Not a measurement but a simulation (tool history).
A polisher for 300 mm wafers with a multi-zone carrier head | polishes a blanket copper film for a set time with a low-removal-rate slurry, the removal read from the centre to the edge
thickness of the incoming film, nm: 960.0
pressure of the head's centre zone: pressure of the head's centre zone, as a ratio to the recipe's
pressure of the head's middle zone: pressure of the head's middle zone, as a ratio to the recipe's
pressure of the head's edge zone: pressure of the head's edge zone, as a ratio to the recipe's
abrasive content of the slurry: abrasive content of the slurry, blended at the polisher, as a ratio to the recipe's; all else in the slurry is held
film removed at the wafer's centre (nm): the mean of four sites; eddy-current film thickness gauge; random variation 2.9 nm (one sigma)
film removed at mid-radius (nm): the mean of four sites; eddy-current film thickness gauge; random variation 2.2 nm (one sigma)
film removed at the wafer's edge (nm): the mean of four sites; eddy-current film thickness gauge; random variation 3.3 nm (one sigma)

run  hour  flow of slurry (ml/min)  pressure of the head's centre zone  pressure of the head's middle zone  pressure of the head's edge zone  abrasive content of the slurry  polishing time (s)  film removed at the wafer's centre (nm)  film removed at mid-radius (nm)  film removed at the wafer's edge (nm)
  1     0                      280                                   1                                   1                                 1                               1                  83                                   239.02                           232.59                                 234.31
  2   1.6                      330                                   1                                   1                                 1                               1                  83                                   239.12                           236.42                                 238.52
  3   3.8                      330                                   1                                1.03                                 1                               1                  83                                   244.18                           237.42                                 235.84
  4  10.5                      330                                   1                                1.03                                 1                             0.9                  83                                   242.21                           234.32                                 235.73
  5    15                      285                                   1                                1.03                                 1                             0.9                  83                                   237.46                           230.62                                 227.53
  6  16.4                      305                                1.01                                1.01                              1.05                               1                  84                                   244.52                            238.5                                 247.93
  7  17.8                      345                                 1.1                                0.97                              1.15                            1.15                  85                                   281.13                           245.87                                 277.07

The next listed run, before its measurement:
  8  20.1                      345                                1.09                                0.97                              1.16                            1.15                  85                                        ?                                ?                                      ?

{"run 8": {"film removed at the wafer's centre (nm)": 282.78, "film removed at mid-radius (nm)": 244.82, "film removed at the wafer's edge (nm)": 269.45}}

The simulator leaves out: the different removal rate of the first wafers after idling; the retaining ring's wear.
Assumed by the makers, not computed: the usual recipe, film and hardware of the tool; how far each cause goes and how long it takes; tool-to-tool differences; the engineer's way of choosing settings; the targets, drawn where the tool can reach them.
